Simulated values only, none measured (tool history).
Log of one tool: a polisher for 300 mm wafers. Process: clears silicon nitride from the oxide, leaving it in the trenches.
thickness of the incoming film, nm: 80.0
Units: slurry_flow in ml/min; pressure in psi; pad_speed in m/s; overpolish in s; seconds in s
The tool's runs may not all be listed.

run    day  slurry_flow  pressure  pad_speed  overpolish  seconds
  1  0.000          240       2.9       1.08          39   77.884
  2  0.025          240       2.9       0.94          39   88.566
  3  0.362          215       2.9       0.94          39   90.941
  4  0.700          215       3.6       0.94          39   73.309
  5  0.929          175       3.6       0.94          39   77.151
  6  1.250          195       3.8       1.00          39   66.767

The next listed run, before its measurement:
  7  1.450          210       4.0       1.04          39        ?

seconds: 60.330 s

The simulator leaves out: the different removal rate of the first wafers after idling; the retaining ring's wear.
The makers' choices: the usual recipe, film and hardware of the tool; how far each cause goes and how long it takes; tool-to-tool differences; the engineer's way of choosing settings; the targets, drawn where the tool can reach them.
